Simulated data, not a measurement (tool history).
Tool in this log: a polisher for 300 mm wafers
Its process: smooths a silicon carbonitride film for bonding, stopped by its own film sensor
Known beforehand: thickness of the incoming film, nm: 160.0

run	day	flow of slurry (ml/min)	pressure of the wafer on the pad (kPa)	speed of the pad under the wafer (cm/s)	abrasive content of the slurry	target thickness at which the film sensor stops the polish (angstrom)	time until the film sensor stopped the polish (s)
1	0	155	12.4	70	1	1540	29.945
2	0.296	160	13.1	70	1	1540	28.044
3	0.546	160	13.1	84	1	1540	24.338
4	0.917	160	13.1	84	1	1540	24.687
5	1.142	160	13.1	84	1	1540	24.196
6	1.167	160	13.1	84	1	1540	24.573
7	1.371	155	13.1	84	1	1540	24.572

Run 8 comes next. What will it give?
8	1.704	150	13.1	84	1	1540	?

time until the film sensor stopped the polish (s): 24.984
